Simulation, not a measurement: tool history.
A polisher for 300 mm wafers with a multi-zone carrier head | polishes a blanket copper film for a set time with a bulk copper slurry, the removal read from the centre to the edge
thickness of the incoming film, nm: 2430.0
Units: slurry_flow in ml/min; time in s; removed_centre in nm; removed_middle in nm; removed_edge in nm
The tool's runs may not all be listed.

run	day	slurry_flow	centre_zone	middle_zone	edge_zone	slurry_solids	time	removed_centre	removed_middle	removed_edge
1	0	220	1	1	1	1	56	647.29	740.09	737.04
2	0.129	210	0.96	0.95	0.97	0.85	52	554.24	622.26	651.81
3	0.421	190	0.96	0.95	0.97	0.85	52	544.47	617.34	643.16
4	0.446	225	0.96	0.95	0.97	0.85	52	556.55	637.7	665.36
5	0.5	205	0.93	0.93	0.94	0.75	50	507.94	583.23	602.59
6	0.858	205	0.93	0.93	0.97	0.75	50	496.11	594.65	613.52
# day 1.133: centre zone pressure recalibrated
7	1.133	190	0.91	0.89	0.94	0.65	49	532.2	529.29	580.14

Forecast run 8:
8	1.221	180	0.88	0.89	0.96	0.6	46	?	?	?

removed_centre: 475.68 nm
removed_middle: 481.68 nm
removed_edge: 540.87 nm
